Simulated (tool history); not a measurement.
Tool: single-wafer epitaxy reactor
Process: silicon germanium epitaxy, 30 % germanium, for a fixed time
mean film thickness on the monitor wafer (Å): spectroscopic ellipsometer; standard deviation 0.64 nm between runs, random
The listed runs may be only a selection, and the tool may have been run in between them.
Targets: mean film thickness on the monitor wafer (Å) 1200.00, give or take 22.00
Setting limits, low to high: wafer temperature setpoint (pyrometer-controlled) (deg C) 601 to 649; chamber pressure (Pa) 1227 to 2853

run	hour	wafer temperature setpoint (pyrometer-controlled) (deg C)	chamber pressure (Pa)	mean film thickness on the monitor wafer (Å)
1	0.0	625	2040	822.11
2	2.5	629	2040	870.81
3	8.6	631	2053	909.34
4	15.6	622	2053	785.77
5	16.9	629	2053	873.62
6	21.8	619	2053	754.49
7	23.9	631	2200	924.01
8	29.5	633	2200	960.65
9	32.8	635	2200	995.61
10	40.2	636	2200	1000.10
11	46.1	636	2200	1007.70
12	51.4	637	2200	1018.90

Which of these 4 next moves meets every target?
A	56.7	647	2106	?
B	56.7	644	2560	?
C	56.7	646	2546	?
D	56.7	648	2493	?

move	mean film thickness on the monitor wafer (Å)
A	1148.60
B	1195.70
C	1228.40
D	1253.30
A: closer than the last run, but not yet in spec
B: each result inside its tolerance
C: takes the result that was furthest off past its target
D: takes the result that was furthest off past its target
B meets every target.

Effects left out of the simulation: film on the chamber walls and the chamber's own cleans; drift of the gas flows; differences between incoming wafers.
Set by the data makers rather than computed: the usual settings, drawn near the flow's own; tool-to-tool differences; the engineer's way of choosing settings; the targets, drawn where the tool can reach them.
